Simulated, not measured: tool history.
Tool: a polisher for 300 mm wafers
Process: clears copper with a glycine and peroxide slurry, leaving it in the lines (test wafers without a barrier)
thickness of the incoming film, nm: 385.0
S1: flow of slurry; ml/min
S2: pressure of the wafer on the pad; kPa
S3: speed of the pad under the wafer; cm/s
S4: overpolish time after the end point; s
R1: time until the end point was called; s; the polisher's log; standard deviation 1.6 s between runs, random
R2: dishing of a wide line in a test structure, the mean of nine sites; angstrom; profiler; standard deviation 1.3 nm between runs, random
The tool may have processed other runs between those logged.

run,hour,S1,S2,S3,S4,R1,R2
1,0.0,240,13.1,104,29,82.132,801.35
2,8.9,240,13.1,102,33,84.923,858.69
3,15.9,240,13.1,112,33,81.625,890.92
4,23.3,240,14.5,112,33,71.166,915.83
# hour 26.8: slurry nozzle cleaned
5,26.8,240,14.5,122,33,66.543,999.52
6,35.3,240,13.1,124,36,72.242,969.95
7,44.3,240,12.4,120,40,75.438,1005.60

The next listed run, before its measurement:
8,53.0,240,11.7,116,43,?,?

{"run 8": {"R1": 79.25, "R2": 1002.6}}

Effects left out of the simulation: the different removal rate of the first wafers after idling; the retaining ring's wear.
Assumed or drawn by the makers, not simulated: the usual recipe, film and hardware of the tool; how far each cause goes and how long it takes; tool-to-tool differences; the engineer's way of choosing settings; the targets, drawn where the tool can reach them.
